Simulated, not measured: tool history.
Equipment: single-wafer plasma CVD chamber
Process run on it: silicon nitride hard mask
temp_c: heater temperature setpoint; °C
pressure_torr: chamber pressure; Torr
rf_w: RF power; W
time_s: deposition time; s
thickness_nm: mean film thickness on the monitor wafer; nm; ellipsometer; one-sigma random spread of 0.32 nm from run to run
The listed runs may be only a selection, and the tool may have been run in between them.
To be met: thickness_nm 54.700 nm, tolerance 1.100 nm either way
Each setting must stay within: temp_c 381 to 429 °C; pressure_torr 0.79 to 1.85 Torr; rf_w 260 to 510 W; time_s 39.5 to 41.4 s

run 1 hour=0.0 | temp_c=405 pressure_torr=1.32 rf_w=385 time_s=41.4 | thickness_nm=49.524
run 2 hour=6.9 | temp_c=405 pressure_torr=1.19 rf_w=385 time_s=41.4 | thickness_nm=47.637
run 3 hour=9.1 | temp_c=405 pressure_torr=1.19 rf_w=335 time_s=41.4 | thickness_nm=44.584
run 4 hour=15.1 | temp_c=395 pressure_torr=1.19 rf_w=335 time_s=41.4 | thickness_nm=45.138
run 5 hour=23.4 | temp_c=395 pressure_torr=1.28 rf_w=335 time_s=41.4 | thickness_nm=45.291
run 6 hour=28.8 | temp_c=403 pressure_torr=1.28 rf_w=335 time_s=41.4 | thickness_nm=45.603
run 7 hour=29.5 | temp_c=403 pressure_torr=1.38 rf_w=345 time_s=41.4 | thickness_nm=47.117
run 8 hour=30.0 | temp_c=403 pressure_torr=1.46 rf_w=355 time_s=41.4 | thickness_nm=49.052
run 9 hour=38.3 | temp_c=403 pressure_torr=1.53 rf_w=360 time_s=41.4 | thickness_nm=50.111
run 10 hour=41.6 | temp_c=403 pressure_torr=1.53 rf_w=360 time_s=41.4 | thickness_nm=49.241
run 11 hour=44.8 | temp_c=403 pressure_torr=1.58 rf_w=370 time_s=41.4 | thickness_nm=51.026
run 12 hour=49.6 | temp_c=403 pressure_torr=1.62 rf_w=375 time_s=41.4 | thickness_nm=51.367
run 13 hour=57.1 | temp_c=403 pressure_torr=1.65 rf_w=380 time_s=41.4 | thickness_nm=52.095
run 14 hour=65.7 | temp_c=403 pressure_torr=1.68 rf_w=385 time_s=41.4 | thickness_nm=53.234
run 15 hour=70.7 | temp_c=403 pressure_torr=1.70 rf_w=385 time_s=41.4 | thickness_nm=53.415
run 16 hour=77.5 | temp_c=403 pressure_torr=1.72 rf_w=385 time_s=41.4 | thickness_nm=53.214
run 17 hour=86.4 | temp_c=403 pressure_torr=1.74 rf_w=385 time_s=41.4 | thickness_nm=53.035

5 next moves are on the table. One of them brings every result within its allowed miss. Which?
run A hour=95.3 | temp_c=399 pressure_torr=1.58 rf_w=365 time_s=41.4 | thickness_nm=?
run B hour=95.3 | temp_c=405 pressure_torr=1.79 rf_w=405 time_s=41.4 | thickness_nm=?
run C hour=95.3 | temp_c=403 pressure_torr=1.65 rf_w=375 time_s=41.4 | thickness_nm=?
run D hour=95.3 | temp_c=407 pressure_torr=1.36 rf_w=390 time_s=41.0 | thickness_nm=?
run E hour=95.3 | temp_c=401 pressure_torr=1.84 rf_w=355 time_s=40.5 | thickness_nm=?

move=A thickness_nm=50.593
move=B thickness_nm=55.024
move=C thickness_nm=51.817
move=D thickness_nm=49.685
move=E thickness_nm=50.682
A: its largest miss is bigger than the last run's
B: each result inside its tolerance
C: its largest miss is bigger than the last run's
D: its largest miss is bigger than the last run's
E: its largest miss is bigger than the last run's
Move B is the one to make.
